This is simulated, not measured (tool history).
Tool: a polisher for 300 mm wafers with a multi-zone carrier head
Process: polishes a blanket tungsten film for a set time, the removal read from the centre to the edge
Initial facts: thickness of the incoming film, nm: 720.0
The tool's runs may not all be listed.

run	hour	flow of slurry (ml/min)	pressure of the head's centre zone	pressure of the head's middle zone	pressure of the head's edge zone	abrasive content of the slurry	polishing time (s)	film removed at the wafer's centre (angstrom)	film removed at mid-radius (angstrom)	film removed at the wafer's edge (angstrom)
1	0.0	185	1.00	1.00	1.00	1.00	41	2576.3	2534.3	2495.6
2	4.1	185	1.00	0.95	1.00	1.00	41	2519.3	2407.8	2519.0
3	9.5	185	1.08	0.95	1.00	1.00	41	2780.5	2477.0	2471.7
4	13.3	175	1.01	0.96	0.96	0.85	39	2354.9	2214.9	2232.4
5	19.9	165	0.95	0.97	0.93	0.75	38	2099.4	2123.2	2069.8
6	22.6	155	0.91	0.96	0.92	0.70	38	1993.3	2048.3	2057.6
7	28.3	150	0.88	0.96	0.91	0.65	37	1828.2	1957.4	1986.8

Run 8 has not been measured yet. What should we expect?
8	31.0	145	0.86	0.96	0.89	0.60	37	?	?	?

film removed at the wafer's centre (angstrom): 1759.0
film removed at mid-radius (angstrom): 1926.8
film removed at the wafer's edge (angstrom): 1901.1
